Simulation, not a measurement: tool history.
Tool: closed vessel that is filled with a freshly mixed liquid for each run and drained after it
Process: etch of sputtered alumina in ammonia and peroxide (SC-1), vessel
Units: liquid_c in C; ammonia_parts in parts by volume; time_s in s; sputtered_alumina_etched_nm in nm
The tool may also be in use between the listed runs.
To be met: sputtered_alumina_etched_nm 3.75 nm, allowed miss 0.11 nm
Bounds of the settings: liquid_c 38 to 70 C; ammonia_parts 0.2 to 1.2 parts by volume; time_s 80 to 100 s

Run 1, day 0: liquid_c 54 C, ammonia_parts 0.9 parts by volume, time_s 100 s. Result: sputtered_alumina_etched_nm 4.8492 nm.
Run 2, day 0.296: liquid_c 53.5 C, ammonia_parts 0.9 parts by volume, time_s 100 s. Result: sputtered_alumina_etched_nm 4.5986 nm.
Run 3, day 0.342: liquid_c 53 C, ammonia_parts 0.9 parts by volume, time_s 100 s. Result: sputtered_alumina_etched_nm 4.5299 nm.
Run 4, day 0.525: liquid_c 53 C, ammonia_parts 0.6 parts by volume, time_s 100 s. Result: sputtered_alumina_etched_nm 4.3826 nm.
Run 5, day 0.696: liquid_c 52.5 C, ammonia_parts 0.6 parts by volume, time_s 100 s. Result: sputtered_alumina_etched_nm 4.1999 nm.
Run 6, day 0.833: liquid_c 52.5 C, ammonia_parts 0.6 parts by volume, time_s 80 s. Result: sputtered_alumina_etched_nm 3.3875 nm.
Run 7, day 0.975: liquid_c 52.5 C, ammonia_parts 0.6 parts by volume, time_s 80 s. Result: sputtered_alumina_etched_nm 3.4146 nm.
Run 8, day 1.15: liquid_c 53.5 C, ammonia_parts 0.6 parts by volume, time_s 80 s. Result: sputtered_alumina_etched_nm 3.595 nm.

5 next moves are on the table. One of them brings every result within its allowed miss. Which?
Run A, day 1.325: liquid_c 52 C, ammonia_parts 1.2 parts by volume, time_s 90 s. Result: sputtered_alumina_etched_nm ?.
Run B, day 1.325: liquid_c 51.5 C, ammonia_parts 0.9 parts by volume, time_s 85 s. Result: sputtered_alumina_etched_nm ?.
Run C, day 1.325: liquid_c 52 C, ammonia_parts 0.75 parts by volume, time_s 85 s. Result: sputtered_alumina_etched_nm ?.
Run D, day 1.325: liquid_c 54 C, ammonia_parts 0.75 parts by volume, time_s 80 s. Result: sputtered_alumina_etched_nm ?.
Run E, day 1.325: liquid_c 52 C, ammonia_parts 0.6 parts by volume, time_s 80 s. Result: sputtered_alumina_etched_nm ?.

move  sputtered_alumina_etched_nm
   A                       4.0051
   B                        3.582
   C                       3.6175
   D                       3.7918
   E                       3.3334
A: takes the result that was furthest off past its target
B: further off than the last run
C: nearer than the last run, and not there yet
D: meets every target
E: further off than the last run
Move D is the one to make.

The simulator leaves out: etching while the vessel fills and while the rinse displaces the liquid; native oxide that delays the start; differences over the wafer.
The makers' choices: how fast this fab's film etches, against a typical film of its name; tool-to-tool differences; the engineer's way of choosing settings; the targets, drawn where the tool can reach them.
